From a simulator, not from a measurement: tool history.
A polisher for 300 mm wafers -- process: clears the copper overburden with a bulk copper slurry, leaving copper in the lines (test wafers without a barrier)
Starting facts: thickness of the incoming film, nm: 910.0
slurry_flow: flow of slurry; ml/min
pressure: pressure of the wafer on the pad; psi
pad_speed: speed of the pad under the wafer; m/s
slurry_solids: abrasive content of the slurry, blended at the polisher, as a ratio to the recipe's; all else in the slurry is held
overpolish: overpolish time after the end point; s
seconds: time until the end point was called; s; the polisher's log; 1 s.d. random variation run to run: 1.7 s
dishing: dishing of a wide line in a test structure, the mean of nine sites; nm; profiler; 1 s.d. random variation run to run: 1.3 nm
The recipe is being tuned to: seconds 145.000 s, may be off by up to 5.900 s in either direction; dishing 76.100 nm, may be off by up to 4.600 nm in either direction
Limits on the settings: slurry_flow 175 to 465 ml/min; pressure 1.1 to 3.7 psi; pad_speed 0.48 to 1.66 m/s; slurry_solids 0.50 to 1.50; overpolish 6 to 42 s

run	hour	slurry_flow	pressure	pad_speed	slurry_solids	overpolish	seconds	dishing
1	0.0	295	2.4	1.06	1.00	21	94.178	84.832
2	3.7	365	2.4	1.06	1.00	21	92.052	86.201
3	12.1	365	2.3	1.06	1.00	22	95.546	86.654
4	19.4	365	2.2	1.06	1.00	23	98.977	86.844
5	26.6	365	2.2	1.06	1.15	23	97.967	87.048
6	29.4	420	2.2	1.06	1.15	23	99.367	86.799
7	35.7	420	2.1	1.06	1.15	24	99.293	88.472
8	42.4	420	2.0	1.06	1.15	25	105.150	88.123
9	46.3	420	1.4	1.04	1.15	28	137.220	77.648

Consider the 5 candidate settings below. Which is the only one whose results all fall within their allowed miss of target?
A	50.2	465	1.8	0.92	1.05	32	?	?
B	50.2	315	1.8	0.84	1.05	40	?	?
C	50.2	390	1.1	1.16	1.20	24	?	?
D	50.2	445	1.2	1.14	1.00	34	?	?
E	50.2	410	1.2	1.00	1.20	25	?	?

move	seconds	dishing
A	129.980	85.211
B	145.060	88.983
C	143.160	65.772
D	141.440	77.956
E	155.960	65.136
A: moves away from the targets compared with the last run
B: gets the furthest-off result to its target, but another result is out of tolerance
C: gets the furthest-off result to its target, but another result is out of tolerance
D: each result inside its tolerance
E: carries the result that was furthest off beyond its target, to the other side
Move D is the one to make.
